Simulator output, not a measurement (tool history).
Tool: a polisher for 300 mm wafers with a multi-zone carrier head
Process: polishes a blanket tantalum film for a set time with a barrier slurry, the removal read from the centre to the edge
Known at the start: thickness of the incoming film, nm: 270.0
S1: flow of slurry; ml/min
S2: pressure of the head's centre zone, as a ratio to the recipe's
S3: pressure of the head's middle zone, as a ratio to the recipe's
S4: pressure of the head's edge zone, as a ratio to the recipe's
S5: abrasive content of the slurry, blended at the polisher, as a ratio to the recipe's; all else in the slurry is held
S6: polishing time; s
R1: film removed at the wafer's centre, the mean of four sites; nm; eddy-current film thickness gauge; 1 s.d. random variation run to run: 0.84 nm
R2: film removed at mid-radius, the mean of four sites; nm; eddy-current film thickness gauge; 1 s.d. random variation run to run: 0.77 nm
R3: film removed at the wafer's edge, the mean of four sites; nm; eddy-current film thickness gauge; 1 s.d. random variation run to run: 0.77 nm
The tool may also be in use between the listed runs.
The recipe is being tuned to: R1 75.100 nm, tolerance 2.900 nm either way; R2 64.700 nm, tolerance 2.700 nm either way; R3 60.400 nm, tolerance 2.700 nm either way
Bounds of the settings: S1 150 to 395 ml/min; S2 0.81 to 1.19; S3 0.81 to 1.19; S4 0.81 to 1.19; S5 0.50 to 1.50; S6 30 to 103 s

run	day	S1	S2	S3	S4	S5	S6	R1	R2	R3
1	0.000	250	1.00	1.00	1.00	1.00	66	80.716	81.314	78.086
2	0.342	250	1.00	1.00	1.00	1.00	60	72.613	75.532	72.761
3	0.562	250	1.02	0.99	0.98	0.95	60	73.132	72.487	71.684
4	0.904	250	0.98	0.99	0.98	0.95	60	70.767	72.291	68.633
5	1.242	250	0.98	0.99	0.98	1.15	60	74.763	75.142	72.965
6	1.396	260	1.00	0.98	0.95	1.10	60	74.431	74.501	72.866
7	1.508	245	1.03	0.98	0.93	1.00	60	73.858	71.278	69.723
8	1.671	230	1.05	0.99	0.91	0.95	60	75.342	74.354	69.270
9	1.858	225	1.07	0.98	0.90	0.90	60	75.012	69.478	68.621
10	2.025	225	1.09	0.99	0.89	0.85	60	73.674	69.580	65.417
11	2.121	225	1.10	0.99	0.88	0.85	60	75.729	69.026	65.462

Exactly one of the 5 candidate moves below puts every result within its allowed miss. Which one?
A	2.217	215	0.98	1.04	0.93	0.60	70	?	?	?
B	2.217	230	1.06	0.98	0.94	0.60	67	?	?	?
C	2.217	285	1.16	0.96	0.82	0.90	55	?	?	?
D	2.217	150	0.89	0.81	0.96	0.95	71	?	?	?
E	2.217	175	0.98	0.85	1.01	0.75	65	?	?	?

move	R1	R2	R3
A	74.686	77.680	71.349
B	76.505	72.523	68.979
C	75.972	66.196	59.651
D	75.434	75.077	80.020
E	71.602	67.539	71.780
A: misses by more than the last run did
B: misses by more than the last run did
C: all results in spec
D: misses by more than the last run did
E: misses by more than the last run did
Answer: C

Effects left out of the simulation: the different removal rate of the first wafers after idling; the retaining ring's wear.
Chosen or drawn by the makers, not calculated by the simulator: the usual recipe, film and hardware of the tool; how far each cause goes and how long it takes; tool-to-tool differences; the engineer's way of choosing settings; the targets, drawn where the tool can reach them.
